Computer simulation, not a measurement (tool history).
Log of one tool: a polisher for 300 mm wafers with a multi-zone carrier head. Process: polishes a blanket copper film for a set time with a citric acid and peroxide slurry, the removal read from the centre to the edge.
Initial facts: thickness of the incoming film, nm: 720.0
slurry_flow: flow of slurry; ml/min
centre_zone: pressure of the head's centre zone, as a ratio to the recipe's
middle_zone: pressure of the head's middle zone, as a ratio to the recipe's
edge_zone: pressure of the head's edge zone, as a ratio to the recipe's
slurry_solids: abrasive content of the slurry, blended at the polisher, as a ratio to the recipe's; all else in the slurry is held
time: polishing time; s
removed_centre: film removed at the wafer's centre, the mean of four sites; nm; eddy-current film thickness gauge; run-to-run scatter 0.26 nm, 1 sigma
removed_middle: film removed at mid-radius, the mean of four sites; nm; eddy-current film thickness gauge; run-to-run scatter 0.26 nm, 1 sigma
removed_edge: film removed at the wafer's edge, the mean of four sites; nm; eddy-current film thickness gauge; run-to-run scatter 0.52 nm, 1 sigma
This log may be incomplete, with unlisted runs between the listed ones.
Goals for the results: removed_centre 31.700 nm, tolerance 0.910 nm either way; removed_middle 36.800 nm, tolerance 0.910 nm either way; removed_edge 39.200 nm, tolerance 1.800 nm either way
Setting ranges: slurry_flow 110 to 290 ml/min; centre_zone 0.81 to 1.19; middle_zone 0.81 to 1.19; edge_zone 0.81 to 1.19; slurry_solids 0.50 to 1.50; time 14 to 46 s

run    day  slurry_flow  centre_zone  middle_zone  edge_zone  slurry_solids  time  removed_centre  removed_middle  removed_edge
  1  0.000          185         1.00         1.00       1.00           1.00    30          57.605          57.709        58.727
  2  0.333          185         1.00         1.05       1.00           1.00    30          57.501          59.616        57.330
  3  0.596          185         1.00         1.05       1.00           1.00    33          63.228          65.538        65.654
  4  0.925          185         1.00         1.05       1.00           1.00    37          71.349          72.584        72.620
  5  1.288          175         0.96         1.02       0.99           0.90    34          60.928          65.044        64.139
  6  1.588          175         0.96         1.02       1.05           0.90    34          60.732          64.020        66.882
  7  1.762          125         0.86         0.92       0.96           0.65    26          37.715          41.703        44.565
  8  2.125          125         0.85         0.92       0.96           0.60    25          35.648          39.458        43.937
  9  2.196          120         0.84         0.92       0.94           0.60    25          34.867          39.691        43.171
 10  2.275          120         0.84         0.91       0.92           0.60    25          34.867          39.372        41.693

Next run, 4 choices. One meets every target within its allowed miss, the rest don't. Which?
  A  2.354          110         0.83         0.94       0.94           0.70    23               ?               ?             ?
  B  2.354          110         0.81         1.00       0.83           0.95    23               ?               ?             ?
  C  2.354          170         0.85         0.81       1.19           0.50    23               ?               ?             ?
  D  2.354          135         0.86         0.90       0.92           0.50    24               ?               ?             ?

move  removed_centre  removed_middle  removed_edge
   A          31.464          36.933        38.201
   B          32.232          40.405        37.864
   C          32.912          34.020        42.858
   D          33.577          36.816        38.471
A: meets every target
B: brings the result that was furthest off to its target, and leaves another outside
C: moves toward the targets from the last run without getting all of them in spec
D: moves toward the targets from the last run without getting all of them in spec
Move A is the one to make.

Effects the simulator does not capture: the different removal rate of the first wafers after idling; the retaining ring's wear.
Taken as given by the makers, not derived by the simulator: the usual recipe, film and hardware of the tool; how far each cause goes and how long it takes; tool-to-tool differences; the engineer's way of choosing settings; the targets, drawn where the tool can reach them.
